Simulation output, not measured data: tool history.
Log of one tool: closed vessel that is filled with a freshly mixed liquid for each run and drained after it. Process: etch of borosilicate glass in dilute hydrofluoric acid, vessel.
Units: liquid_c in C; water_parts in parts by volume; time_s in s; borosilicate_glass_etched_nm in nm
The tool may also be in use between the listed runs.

| run | hour | liquid_c | water_parts | time_s | borosilicate_glass_etched_nm |
|---|---|---|---|---|---|
| 1 | 0.0 | 23.0 | 140 | 295 | 80.362 |
| 2 | 6.4 | 23.0 | 105 | 295 | 112.200 |
| 3 | 12.3 | 23.0 | 105 | 295 | 113.010 |
| 4 | 15.3 | 22.0 | 105 | 295 | 106.650 |
| 5 | 18.0 | 21.5 | 105 | 295 | 105.460 |
| 6 | 19.1 | 25.0 | 105 | 295 | 121.480 |
| 7 | 21.0 | 23.5 | 105 | 295 | 113.800 |

The next listed run, before its measurement:
| 8 | 23.1 | 22.5 | 105 | 295 | ? |

borosilicate_glass_etched_nm: 109.710 nm
